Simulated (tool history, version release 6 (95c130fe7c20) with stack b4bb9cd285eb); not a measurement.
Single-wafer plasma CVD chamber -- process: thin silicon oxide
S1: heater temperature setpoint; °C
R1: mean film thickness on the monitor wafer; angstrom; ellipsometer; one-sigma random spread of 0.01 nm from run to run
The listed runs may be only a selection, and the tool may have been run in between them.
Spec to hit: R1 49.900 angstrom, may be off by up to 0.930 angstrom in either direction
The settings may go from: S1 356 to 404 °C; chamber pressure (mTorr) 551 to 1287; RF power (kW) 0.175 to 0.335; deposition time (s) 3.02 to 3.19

run 1 hour=0.0 | S1=380 chamber_pressure_(mTorr)=919 RF_power_(kW)=0.255 deposition_time_(s)=3.19 | R1=61.658
run 2 hour=1.0 | S1=374 chamber_pressure_(mTorr)=919 RF_power_(kW)=0.255 deposition_time_(s)=3.19 | R1=61.960
run 3 hour=4.7 | S1=374 chamber_pressure_(mTorr)=875 RF_power_(kW)=0.255 deposition_time_(s)=3.19 | R1=59.355
run 4 hour=10.1 | S1=374 chamber_pressure_(mTorr)=841 RF_power_(kW)=0.255 deposition_time_(s)=3.19 | R1=57.284
run 5 hour=16.1 | S1=374 chamber_pressure_(mTorr)=841 RF_power_(kW)=0.255 deposition_time_(s)=3.02 | R1=54.458
run 6 hour=18.1 | S1=374 chamber_pressure_(mTorr)=825 RF_power_(kW)=0.255 deposition_time_(s)=3.02 | R1=53.314
run 7 hour=25.7 | S1=374 chamber_pressure_(mTorr)=814 RF_power_(kW)=0.255 deposition_time_(s)=3.02 | R1=52.705
run 8 hour=30.9 | S1=374 chamber_pressure_(mTorr)=805 RF_power_(kW)=0.255 deposition_time_(s)=3.02 | R1=52.158
run 9 hour=31.7 | S1=374 chamber_pressure_(mTorr)=798 RF_power_(kW)=0.255 deposition_time_(s)=3.02 | R1=51.466

4 candidate next runs follow, results not yet known. Just one meets every target within its allowed miss. Identify it.
run A hour=32.5 | S1=382 chamber_pressure_(mTorr)=752 RF_power_(kW)=0.250 deposition_time_(s)=3.02 | R1=?
run B hour=32.5 | S1=380 chamber_pressure_(mTorr)=778 RF_power_(kW)=0.260 deposition_time_(s)=3.11 | R1=?
run C hour=32.5 | S1=362 chamber_pressure_(mTorr)=732 RF_power_(kW)=0.215 deposition_time_(s)=3.19 | R1=?
run D hour=32.5 | S1=378 chamber_pressure_(mTorr)=767 RF_power_(kW)=0.265 deposition_time_(s)=3.02 | R1=?

move=A R1=48.057
move=B R1=52.029
move=C R1=46.956
move=D R1=50.257
A: takes the biggest miss from the last run beyond its target
B: the biggest miss grows against the last run
C: takes the biggest miss from the last run beyond its target
D: all results land within tolerance of their targets
Answer: D
